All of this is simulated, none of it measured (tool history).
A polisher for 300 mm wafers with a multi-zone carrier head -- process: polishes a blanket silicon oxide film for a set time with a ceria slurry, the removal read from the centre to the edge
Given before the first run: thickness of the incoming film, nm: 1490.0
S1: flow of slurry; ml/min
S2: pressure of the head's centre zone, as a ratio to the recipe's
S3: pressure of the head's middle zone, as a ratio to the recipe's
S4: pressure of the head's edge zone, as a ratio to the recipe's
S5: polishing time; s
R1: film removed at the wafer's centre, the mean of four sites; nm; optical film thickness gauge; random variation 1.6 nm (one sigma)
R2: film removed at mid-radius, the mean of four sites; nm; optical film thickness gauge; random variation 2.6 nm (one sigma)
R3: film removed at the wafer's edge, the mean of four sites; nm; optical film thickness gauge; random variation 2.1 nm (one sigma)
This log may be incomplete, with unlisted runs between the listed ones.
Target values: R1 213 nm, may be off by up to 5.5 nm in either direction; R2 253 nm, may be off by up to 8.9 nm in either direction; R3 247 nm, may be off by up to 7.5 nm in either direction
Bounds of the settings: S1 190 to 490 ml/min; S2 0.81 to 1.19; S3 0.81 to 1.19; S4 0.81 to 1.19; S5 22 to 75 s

run 1 day=0 | S1=315 S2=1 S3=1 S4=1 S5=48 | R1=176.27 R2=175.53 R3=185.14
run 2 day=0.138 | S1=320 S2=1 S3=1.02 S4=1.02 S5=49 | R1=180.92 R2=183.58 R3=188.78
run 3 day=0.379 | S1=315 S2=0.99 S3=1.03 S4=1.03 S5=51 | R1=185.61 R2=191.7 R3=200.48
run 4 day=0.5 | S1=275 S2=0.99 S3=1.03 S4=1.03 S5=51 | R1=182.27 R2=190.15 R3=196.06
run 5 day=0.592 | S1=285 S2=0.99 S3=1.05 S4=1.05 S5=52 | R1=185.35 R2=199.93 R3=203.38
run 6 day=0.642 | S1=285 S2=0.99 S3=1.05 S4=1.05 S5=56 | R1=200.17 R2=211.56 R3=218.2
run 7 day=0.954 | S1=295 S2=0.99 S3=1.07 S4=1.07 S5=56 | R1=200.96 R2=217.08 R3=220.99
run 8 day=1.112 | S1=305 S2=0.99 S3=1.08 S4=1.08 S5=56 | R1=203.94 R2=217.72 R3=225.08
run 9 day=1.412 | S1=305 S2=0.99 S3=1.08 S4=1.08 S5=56 | R1=201.02 R2=217.01 R3=225.78
run 10 day=1.658 | S1=310 S2=0.99 S3=1.09 S4=1.08 S5=56 | R1=199.89 R2=221.7 R3=224.54
run 11 day=1.862 | S1=315 S2=0.99 S3=1.1 S4=1.09 S5=56 | R1=204.03 R2=223.83 R3=222.23
run 12 day=2.15 | S1=320 S2=0.98 S3=1.11 S4=1.1 S5=57 | R1=203.84 R2=228.89 R3=227.42

Of the 5 settings listed for the next run, only one would bring every result within its allowed miss of target. Which one?
run A day=2.438 | S1=285 S2=0.85 S3=1.04 S4=1.19 S5=62 | R1=? R2=? R3=?
run B day=2.438 | S1=345 S2=0.96 S3=1.16 S4=1.14 S5=60 | R1=? R2=? R3=?
run C day=2.438 | S1=315 S2=0.99 S3=1.09 S4=1.07 S5=51 | R1=? R2=? R3=?
run D day=2.438 | S1=350 S2=0.95 S3=1.06 S4=1.09 S5=59 | R1=? R2=? R3=?
run E day=2.438 | S1=260 S2=0.99 S3=1.14 S4=1.05 S5=56 | R1=? R2=? R3=?

move=A R1=190.36 R2=228.2 R3=255.13
move=B R1=212.21 R2=245.75 R3=244.09
move=C R1=184.46 R2=196.79 R3=199.96
move=D R1=206.59 R2=224.37 R3=235.11
move=E R1=198.74 R2=220.5 R3=214.49
A: moves away from the targets compared with the last run
B: all results land within tolerance of their targets
C: moves away from the targets compared with the last run
D: moves away from the targets compared with the last run
E: moves away from the targets compared with the last run
B is the move that brings every result within its allowed miss.
